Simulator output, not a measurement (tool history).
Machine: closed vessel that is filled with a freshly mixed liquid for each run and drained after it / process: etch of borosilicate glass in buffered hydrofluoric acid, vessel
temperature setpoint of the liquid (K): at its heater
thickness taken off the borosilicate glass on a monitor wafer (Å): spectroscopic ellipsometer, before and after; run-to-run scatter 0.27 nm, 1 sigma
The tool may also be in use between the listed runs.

run,hour,temperature setpoint of the liquid (K),parts of 40 % ammonium fluoride to one part of 49 % hydrofluoric acid (parts by volume),time in the liquid (s),thickness taken off the borosilicate glass on a monitor wafer (Å)
1,0.0,294.15,18.5,95,502.94
2,3.2,293.15,19.5,95,456.87
3,5.1,296.15,19.5,95,546.36
4,6.2,296.15,16.0,95,637.78
5,11.7,296.15,18.5,95,556.51
6,20.1,298.15,18.5,95,617.81
7,21.0,296.15,19.5,95,541.37

Forecast run 8:
8,25.0,294.65,20.5,95,?

Run 8 produced thickness taken off the borosilicate glass on a monitor wafer (Å) 480.89.
